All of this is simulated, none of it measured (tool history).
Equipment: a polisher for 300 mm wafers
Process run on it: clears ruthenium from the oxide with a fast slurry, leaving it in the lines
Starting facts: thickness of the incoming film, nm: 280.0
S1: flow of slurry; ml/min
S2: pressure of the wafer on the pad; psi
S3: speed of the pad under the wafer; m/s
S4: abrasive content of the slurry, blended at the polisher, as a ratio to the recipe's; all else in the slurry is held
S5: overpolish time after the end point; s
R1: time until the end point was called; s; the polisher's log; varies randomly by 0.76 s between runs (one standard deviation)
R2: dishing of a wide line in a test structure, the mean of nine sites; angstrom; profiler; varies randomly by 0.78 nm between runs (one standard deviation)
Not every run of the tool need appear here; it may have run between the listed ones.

run 1 hour=0 | S1=255 S2=2.1 S3=0.76 S4=1 S5=29 | R1=106.53 R2=507.72
run 2 hour=2.1 | S1=255 S2=2.2 S3=0.76 S4=1 S5=30 | R1=103.04 R2=534.55
run 3 hour=5.4 | S1=255 S2=2.3 S3=0.76 S4=1 S5=31 | R1=95.818 R2=567
run 4 hour=6.9 | S1=255 S2=2.4 S3=0.76 S4=1 S5=32 | R1=93.38 R2=611.7
run 5 hour=8.4 | S1=255 S2=2.4 S3=0.68 S4=1 S5=32 | R1=104.62 R2=555.69
run 6 hour=11.1 | S1=255 S2=2.5 S3=0.68 S4=1 S5=32 | R1=99.033 R2=572.32
run 7 hour=15.8 | S1=255 S2=2.6 S3=0.68 S4=1 S5=32 | R1=95.785 R2=584.99
run 8 hour=22.7 | S1=255 S2=2.7 S3=0.68 S4=1 S5=32 | R1=90.686 R2=606.55

The next listed run, before its measurement:
run 9 hour=25.1 | S1=260 S2=2.9 S3=0.68 S4=1 S5=34 | R1=? R2=?

R1: 86.804 s
R2: 656.62 angstrom
